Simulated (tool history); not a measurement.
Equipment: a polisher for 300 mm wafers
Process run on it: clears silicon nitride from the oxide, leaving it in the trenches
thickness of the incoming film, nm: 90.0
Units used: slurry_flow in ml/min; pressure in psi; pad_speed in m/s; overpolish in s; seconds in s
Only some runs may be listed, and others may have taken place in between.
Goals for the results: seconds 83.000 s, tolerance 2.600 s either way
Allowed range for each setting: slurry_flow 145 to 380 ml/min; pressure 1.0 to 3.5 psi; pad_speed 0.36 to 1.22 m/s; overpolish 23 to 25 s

run,hour,slurry_flow,pressure,pad_speed,overpolish,seconds
1,0.0,245,2.2,0.78,23,141.240
2,3.7,245,2.2,0.78,25,142.890
3,12.5,270,2.2,0.78,25,143.950
4,19.6,270,2.2,0.58,25,187.870
5,22.9,270,2.6,0.58,25,168.140
6,26.1,270,2.7,0.62,25,150.580
7,34.7,285,3.3,0.80,25,101.850
# hour 43.7: head pressure recalibrated
8,43.7,285,3.3,0.82,25,95.923
9,44.3,285,3.3,0.82,25,94.518
10,52.6,290,3.5,0.86,25,86.860

Exercise: of the 5 proposed moves below, exactly one satisfies all targets within the stated allowed misses. Which move is it?
A,60.9,365,3.5,0.96,25,?
B,60.9,355,3.5,0.96,25,?
C,60.9,295,3.1,1.04,23,?
D,60.9,180,3.3,0.98,25,?
E,60.9,305,3.5,0.98,25,?

move,seconds
A,75.438
B,75.563
C,77.849
D,81.123
E,74.774
A: moves the result that the last run missed by most past its target, out the other side
B: moves the result that the last run missed by most past its target, out the other side
C: moves the result that the last run missed by most past its target, out the other side
D: in spec on every target
E: moves the result that the last run missed by most past its target, out the other side
The move that meets every target is D.
